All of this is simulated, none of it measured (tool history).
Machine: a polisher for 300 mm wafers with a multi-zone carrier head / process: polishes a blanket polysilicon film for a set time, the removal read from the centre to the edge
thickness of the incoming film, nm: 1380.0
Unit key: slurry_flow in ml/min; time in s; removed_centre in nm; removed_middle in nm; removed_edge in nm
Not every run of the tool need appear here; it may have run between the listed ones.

| run | hour | slurry_flow | centre_zone | middle_zone | edge_zone | time | removed_centre | removed_middle | removed_edge |
|---|---|---|---|---|---|---|---|---|---|
| 1 | 0.0 | 170 | 1.00 | 1.00 | 1.00 | 76 | 373.03 | 358.76 | 362.72 |
| 2 | 6.0 | 150 | 1.00 | 1.00 | 1.00 | 76 | 360.91 | 355.71 | 362.58 |
| 3 | 8.5 | 150 | 0.93 | 1.00 | 1.00 | 76 | 340.36 | 355.54 | 357.49 |
| 4 | 10.6 | 150 | 0.93 | 1.07 | 1.00 | 76 | 338.23 | 368.35 | 358.63 |
| 5 | 13.7 | 150 | 0.93 | 1.07 | 1.08 | 76 | 339.93 | 369.91 | 372.01 |
| 6 | 14.7 | 155 | 0.93 | 1.10 | 1.10 | 82 | 372.45 | 412.01 | 405.72 |
| 7 | 22.8 | 165 | 0.92 | 1.11 | 1.12 | 86 | 390.13 | 446.59 | 425.88 |
| 8 | 28.3 | 155 | 0.92 | 1.11 | 1.13 | 90 | 403.83 | 453.75 | 458.88 |
| 9 | 29.6 | 165 | 0.92 | 1.12 | 1.14 | 92 | 418.93 | 472.98 | 460.42 |
| 10 | 31.8 | 160 | 0.92 | 1.13 | 1.15 | 94 | 423.46 | 479.05 | 475.54 |
| 11 | 34.3 | 165 | 0.92 | 1.13 | 1.16 | 95 | 429.64 | 482.33 | 484.57 |
| 12 | 38.3 | 170 | 0.92 | 1.14 | 1.16 | 96 | 437.78 | 492.40 | 494.10 |
| 13 | 43.2 | 175 | 0.92 | 1.15 | 1.16 | 97 | 442.24 | 507.57 | 502.76 |

Estimate the outcome of run 14 from the log above:
| 14 | 45.8 | 180 | 0.92 | 1.16 | 1.16 | 97 | ? | ? | ? |

Run 14 gave removed_centre 447.03 nm, removed_middle 518.07 nm, removed_edge 503.74 nm.

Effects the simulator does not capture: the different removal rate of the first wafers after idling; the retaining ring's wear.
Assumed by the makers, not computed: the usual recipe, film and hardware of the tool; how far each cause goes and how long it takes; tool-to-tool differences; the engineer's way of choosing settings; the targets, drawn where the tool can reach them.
